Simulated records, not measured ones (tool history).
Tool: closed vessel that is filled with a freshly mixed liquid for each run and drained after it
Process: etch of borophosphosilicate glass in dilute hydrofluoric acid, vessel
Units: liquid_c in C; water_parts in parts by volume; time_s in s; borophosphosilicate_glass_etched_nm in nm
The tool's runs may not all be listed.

run,hour,liquid_c,water_parts,time_s,borophosphosilicate_glass_etched_nm
1,0,21,255,30,4.9029
2,3.6,23.5,240,30,5.9009
3,7.4,23.5,150,30,10.314
4,14.5,23.5,200,30,7.4504
5,22.3,20.5,200,30,6.4934
6,30.4,22,200,30,6.8923
7,36.4,23,200,30,7.2258

The next listed run, before its measurement:
8,42.7,23.5,200,30,?

{"run 8": {"borophosphosilicate_glass_etched_nm": 7.3568}}

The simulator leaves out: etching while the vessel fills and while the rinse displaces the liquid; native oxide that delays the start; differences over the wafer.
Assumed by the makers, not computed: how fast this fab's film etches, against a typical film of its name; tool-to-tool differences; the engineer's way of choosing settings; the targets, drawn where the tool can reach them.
